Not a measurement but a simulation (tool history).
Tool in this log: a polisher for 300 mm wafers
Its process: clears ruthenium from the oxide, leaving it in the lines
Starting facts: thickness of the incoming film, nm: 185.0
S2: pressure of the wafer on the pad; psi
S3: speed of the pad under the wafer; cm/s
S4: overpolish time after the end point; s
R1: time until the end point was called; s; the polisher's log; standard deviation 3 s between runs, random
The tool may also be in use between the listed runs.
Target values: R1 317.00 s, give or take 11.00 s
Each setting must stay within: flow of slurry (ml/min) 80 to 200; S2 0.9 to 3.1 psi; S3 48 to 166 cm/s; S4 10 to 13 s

{"run": 1, "hour": 0.0, "flow of slurry (ml/min)": 130, "S2": 2.0, "S3": 106, "S4": 13, "R1": 151.81}
{"run": 2, "hour": 0.8, "flow of slurry (ml/min)": 125, "S2": 1.7, "S3": 102, "S4": 13, "R1": 177.74}
{"run": 3, "hour": 9.2, "flow of slurry (ml/min)": 125, "S2": 1.7, "S3": 86, "S4": 13, "R1": 208.23}
{"run": 4, "hour": 10.5, "flow of slurry (ml/min)": 120, "S2": 1.5, "S3": 84, "S4": 13, "R1": 236.56}
{"run": 5, "hour": 15.1, "flow of slurry (ml/min)": 120, "S2": 1.5, "S3": 84, "S4": 10, "R1": 236.17}
{"run": 6, "hour": 21.3, "flow of slurry (ml/min)": 120, "S2": 1.5, "S3": 84, "S4": 10, "R1": 238.9}
{"run": 7, "hour": 29.4, "flow of slurry (ml/min)": 115, "S2": 1.3, "S3": 84, "S4": 10, "R1": 271.63}
{"run": 8, "hour": 31.1, "flow of slurry (ml/min)": 95, "S2": 1.0, "S3": 84, "S4": 10, "R1": 335.14}
{"run": 9, "hour": 34.4, "flow of slurry (ml/min)": 100, "S2": 1.0, "S3": 84, "S4": 10, "R1": 333.23}
{"run": 10, "hour": 38.8, "flow of slurry (ml/min)": 110, "S2": 1.1, "S3": 84, "S4": 10, "R1": 300.51}

Which of these 5 next moves meets every target?
{"run": "A", "hour": 43.2, "flow of slurry (ml/min)": 125, "S2": 1.1, "S3": 90, "S4": 12, "R1": "?"}
{"run": "B", "hour": 43.2, "flow of slurry (ml/min)": 90, "S2": 0.9, "S3": 90, "S4": 13, "R1": "?"}
{"run": "C", "hour": 43.2, "flow of slurry (ml/min)": 105, "S2": 1.2, "S3": 70, "S4": 13, "R1": "?"}
{"run": "D", "hour": 43.2, "flow of slurry (ml/min)": 115, "S2": 0.9, "S3": 82, "S4": 13, "R1": "?"}
{"run": "E", "hour": 43.2, "flow of slurry (ml/min)": 110, "S2": 0.9, "S3": 94, "S4": 10, "R1": "?"}

move=A R1=272.07
move=B R1=336.42
move=C R1=338.37
move=D R1=346.71
move=E R1=306.96
A: lands further from the targets than the last run did
B: takes the result that was furthest off past its target
C: takes the result that was furthest off past its target
D: takes the result that was furthest off past its target
E: every result lands within tolerance
E meets every target.
